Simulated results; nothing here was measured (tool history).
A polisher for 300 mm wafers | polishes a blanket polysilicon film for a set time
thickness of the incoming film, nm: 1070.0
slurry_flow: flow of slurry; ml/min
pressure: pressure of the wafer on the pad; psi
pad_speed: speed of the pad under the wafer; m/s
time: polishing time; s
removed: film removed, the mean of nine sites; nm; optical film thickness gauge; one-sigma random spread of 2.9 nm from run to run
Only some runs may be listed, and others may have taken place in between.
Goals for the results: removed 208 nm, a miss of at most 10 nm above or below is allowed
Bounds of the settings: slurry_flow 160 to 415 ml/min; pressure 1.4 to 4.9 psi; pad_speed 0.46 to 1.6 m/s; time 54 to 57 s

Run 1, day 0: slurry_flow 265 ml/min, pressure 3.1 psi, pad_speed 1.02 m/s, time 54 s. Result: removed 403.62 nm.
Run 2, day 0.108: slurry_flow 265 ml/min, pressure 2.7 psi, pad_speed 1 m/s, time 54 s. Result: removed 343.38 nm.
Run 3, day 0.433: slurry_flow 265 ml/min, pressure 2.4 psi, pad_speed 0.98 m/s, time 54 s. Result: removed 301.49 nm.
Run 4, day 0.462: slurry_flow 265 ml/min, pressure 2.4 psi, pad_speed 1.22 m/s, time 54 s. Result: removed 366.02 nm.
Run 5, day 0.504: slurry_flow 265 ml/min, pressure 2.2 psi, pad_speed 1.16 m/s, time 54 s. Result: removed 325.02 nm.
At day 0.538: slurry nozzle cleaned.
Run 6, day 0.538: slurry_flow 265 ml/min, pressure 2 psi, pad_speed 1.12 m/s, time 54 s. Result: removed 300.93 nm.
Run 7, day 0.812: slurry_flow 265 ml/min, pressure 1.9 psi, pad_speed 1.08 m/s, time 54 s. Result: removed 271.21 nm.
Run 8, day 1.042: slurry_flow 265 ml/min, pressure 1.8 psi, pad_speed 1.06 m/s, time 54 s. Result: removed 257.89 nm.
Run 9, day 1.204: slurry_flow 260 ml/min, pressure 1.4 psi, pad_speed 0.96 m/s, time 54 s. Result: removed 183.66 nm.
Run 10, day 1.471: slurry_flow 270 ml/min, pressure 1.4 psi, pad_speed 0.96 m/s, time 54 s. Result: removed 190.46 nm.

Pick the move, out of 4, that brings all results within their allowed miss; only one does.
Run A, day 1.738: slurry_flow 225 ml/min, pressure 1.4 psi, pad_speed 0.92 m/s, time 54 s. Result: removed ?.
Run B, day 1.738: slurry_flow 240 ml/min, pressure 1.4 psi, pad_speed 0.86 m/s, time 54 s. Result: removed ?.
Run C, day 1.738: slurry_flow 280 ml/min, pressure 1.5 psi, pad_speed 0.82 m/s, time 55 s. Result: removed ?.
Run D, day 1.738: slurry_flow 230 ml/min, pressure 1.5 psi, pad_speed 1 m/s, time 54 s. Result: removed ?.

move  removed
   A   176.89
   B   167.86
   C   177.67
   D   203.76
A: its largest miss is bigger than the last run's
B: its largest miss is bigger than the last run's
C: its largest miss is bigger than the last run's
D: hits every target within its allowed miss
Answer: D
